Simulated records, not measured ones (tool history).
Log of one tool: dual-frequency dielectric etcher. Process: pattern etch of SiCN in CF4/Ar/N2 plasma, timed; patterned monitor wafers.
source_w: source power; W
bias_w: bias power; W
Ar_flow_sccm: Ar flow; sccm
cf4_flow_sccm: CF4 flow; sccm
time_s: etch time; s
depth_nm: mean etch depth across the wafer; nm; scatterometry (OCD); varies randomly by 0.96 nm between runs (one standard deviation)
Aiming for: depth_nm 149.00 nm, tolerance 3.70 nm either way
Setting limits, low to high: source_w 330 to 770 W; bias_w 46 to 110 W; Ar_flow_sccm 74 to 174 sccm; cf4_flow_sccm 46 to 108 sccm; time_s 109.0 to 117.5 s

Run 1, hour 0.0: source_w 550 W, bias_w 78 W, Ar_flow_sccm 124 sccm, cf4_flow_sccm 77 sccm, time_s 117.5 s. Result: depth_nm 115.33 nm.
Run 2, hour 3.0: source_w 630 W, bias_w 78 W, Ar_flow_sccm 124 sccm, cf4_flow_sccm 77 sccm, time_s 117.5 s. Result: depth_nm 133.23 nm.
Run 3, hour 5.2: source_w 580 W, bias_w 78 W, Ar_flow_sccm 124 sccm, cf4_flow_sccm 77 sccm, time_s 117.5 s. Result: depth_nm 121.80 nm.
Run 4, hour 10.5: source_w 600 W, bias_w 78 W, Ar_flow_sccm 124 sccm, cf4_flow_sccm 77 sccm, time_s 117.5 s. Result: depth_nm 125.58 nm.
Run 5, hour 15.7: source_w 600 W, bias_w 78 W, Ar_flow_sccm 104 sccm, cf4_flow_sccm 77 sccm, time_s 117.5 s. Result: depth_nm 129.23 nm.
Run 6, hour 17.2: source_w 600 W, bias_w 78 W, Ar_flow_sccm 91 sccm, cf4_flow_sccm 77 sccm, time_s 117.5 s. Result: depth_nm 131.22 nm.
Run 7, hour 19.8: source_w 610 W, bias_w 78 W, Ar_flow_sccm 91 sccm, cf4_flow_sccm 77 sccm, time_s 117.5 s. Result: depth_nm 134.42 nm.
Run 8, hour 23.5: source_w 620 W, bias_w 78 W, Ar_flow_sccm 91 sccm, cf4_flow_sccm 77 sccm, time_s 117.5 s. Result: depth_nm 137.76 nm.

5 candidate next runs follow, results not yet known. Just one meets every target within its allowed miss. Identify it.
Run A, hour 27.2: source_w 570 W, bias_w 78 W, Ar_flow_sccm 85 sccm, cf4_flow_sccm 81 sccm, time_s 114.5 s. Result: depth_nm ?.
Run B, hour 27.2: source_w 630 W, bias_w 83 W, Ar_flow_sccm 90 sccm, cf4_flow_sccm 94 sccm, time_s 117.5 s. Result: depth_nm ?.
Run C, hour 27.2: source_w 660 W, bias_w 68 W, Ar_flow_sccm 94 sccm, cf4_flow_sccm 70 sccm, time_s 115.0 s. Result: depth_nm ?.
Run D, hour 27.2: source_w 580 W, bias_w 88 W, Ar_flow_sccm 120 sccm, cf4_flow_sccm 72 sccm, time_s 113.0 s. Result: depth_nm ?.
Run E, hour 27.2: source_w 540 W, bias_w 88 W, Ar_flow_sccm 87 sccm, cf4_flow_sccm 98 sccm, time_s 117.5 s. Result: depth_nm ?.

move  depth_nm
   A    124.93
   B    147.82
   C    130.21
   D    124.88
   E    131.54
A: moves away from the targets compared with the last run
B: all results in spec
C: moves away from the targets compared with the last run
D: moves away from the targets compared with the last run
E: moves away from the targets compared with the last run
B meets every target.
